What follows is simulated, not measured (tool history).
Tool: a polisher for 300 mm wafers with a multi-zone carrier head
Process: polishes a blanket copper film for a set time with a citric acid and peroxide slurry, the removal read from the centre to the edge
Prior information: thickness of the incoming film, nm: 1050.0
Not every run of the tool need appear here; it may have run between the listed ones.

| run | hour | flow of slurry (ml/min) | pressure of the head's centre zone | pressure of the head's middle zone | pressure of the head's edge zone | abrasive content of the slurry | polishing time (s) | film removed at the wafer's centre (nm) | film removed at mid-radius (nm) | film removed at the wafer's edge (nm) |
|---|---|---|---|---|---|---|---|---|---|---|
| 1 | 0 | 210 | 1 | 1 | 1 | 1 | 70 | 92.52 | 96.07 | 98.539 |
| 2 | 8.8 | 255 | 1 | 1 | 1 | 1 | 70 | 96.458 | 94.868 | 100.42 |
| 3 | 10.2 | 260 | 0.99 | 0.98 | 1 | 0.95 | 68 | 94.415 | 90.81 | 96.502 |
| 4 | 18.1 | 260 | 0.97 | 0.96 | 1.01 | 0.9 | 66 | 86.939 | 86.509 | 92.34 |
| 5 | 25.6 | 265 | 0.97 | 0.94 | 1.03 | 0.85 | 64 | 83.606 | 82.083 | 88.103 |
| 6 | 28.7 | 270 | 0.96 | 0.92 | 1.05 | 0.85 | 62 | 80.128 | 77.431 | 88.674 |
| 7 | 33.1 | 270 | 0.96 | 0.91 | 1.05 | 0.8 | 61 | 78.919 | 75.233 | 86.308 |
| 8 | 35 | 265 | 0.95 | 0.9 | 1.05 | 0.75 | 61 | 76.07 | 74.516 | 84.823 |
| 9 | 38.7 | 265 | 0.95 | 0.9 | 1.05 | 0.75 | 61 | 77.41 | 74.449 | 85.6 |

Predict the results of run 10:
| 10 | 44.9 | 265 | 0.95 | 0.89 | 1.05 | 0.7 | 60 | ? | ? | ? |

film removed at the wafer's centre (nm): 76.161
film removed at mid-radius (nm): 72.605
film removed at the wafer's edge (nm): 83.474
